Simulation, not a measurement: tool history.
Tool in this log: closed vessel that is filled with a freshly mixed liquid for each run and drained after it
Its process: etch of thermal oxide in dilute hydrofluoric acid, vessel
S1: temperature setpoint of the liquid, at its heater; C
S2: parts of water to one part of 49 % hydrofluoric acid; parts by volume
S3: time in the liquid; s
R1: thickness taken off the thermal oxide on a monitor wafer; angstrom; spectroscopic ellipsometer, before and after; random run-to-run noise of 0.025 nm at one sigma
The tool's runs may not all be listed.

| run | hour | S1 | S2 | S3 | R1 |
|---|---|---|---|---|---|
| 1 | 0 | 23 | 205 | 550 | 110.16 |
| 2 | 8 | 22.5 | 210 | 550 | 103.42 |
| 3 | 9.9 | 22 | 215 | 550 | 99.659 |
| 4 | 18.9 | 19.5 | 215 | 550 | 90.039 |
| 5 | 23.4 | 22.5 | 215 | 550 | 102.21 |
| 6 | 27.5 | 21 | 215 | 550 | 95.686 |
| 7 | 34.4 | 20.5 | 220 | 550 | 91.587 |
| 8 | 39.1 | 20 | 225 | 550 | 86.758 |
| 9 | 40.5 | 19.5 | 230 | 550 | 83.138 |
| 10 | 47.6 | 19 | 235 | 550 | 79.261 |

Expected results for the next run?
| 11 | 54.6 | 19 | 240 | 550 | ? |

Run 11 produced R1 77.54 angstrom.
